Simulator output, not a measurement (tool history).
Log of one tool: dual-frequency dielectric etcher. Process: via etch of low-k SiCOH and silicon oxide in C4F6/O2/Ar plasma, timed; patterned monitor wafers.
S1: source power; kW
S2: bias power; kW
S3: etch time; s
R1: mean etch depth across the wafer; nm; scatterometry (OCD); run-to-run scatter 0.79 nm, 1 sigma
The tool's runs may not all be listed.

run	hour	S1	S2	S3	R1
1	0.0	0.280	0.144	117	261.48
2	5.3	0.260	0.138	117	250.87
3	6.3	0.240	0.138	117	242.99
4	13.7	0.220	0.138	117	234.76
5	21.1	0.220	0.126	117	229.30
6	22.7	0.220	0.126	117	228.71
7	24.6	0.210	0.124	117	223.91

What will run 8 give?
8	32.7	0.170	0.113	117	?

Run 8 gave R1 200.96 nm.
